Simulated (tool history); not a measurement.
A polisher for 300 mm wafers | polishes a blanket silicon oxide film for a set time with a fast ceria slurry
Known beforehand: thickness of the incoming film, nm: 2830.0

run,hour,flow of slurry (ml/min),pressure of the wafer on the pad (psi),speed of the pad under the wafer (cm/s),polishing time (s),film removed (nm)
1,0,160,1.9,108,127,1295.5
2,6.4,165,2,108,127,1379.5
3,13.5,170,2,108,127,1384.4
4,21.8,170,1.7,108,127,1189
5,26,175,1.8,108,127,1258
6,27.5,180,1.9,108,127,1327.4
7,29.7,190,2.1,108,127,1487

Predict the results of run 8:
8,35.7,200,2.2,108,127,?

Logged for run 8: film removed (nm) 1588.3.
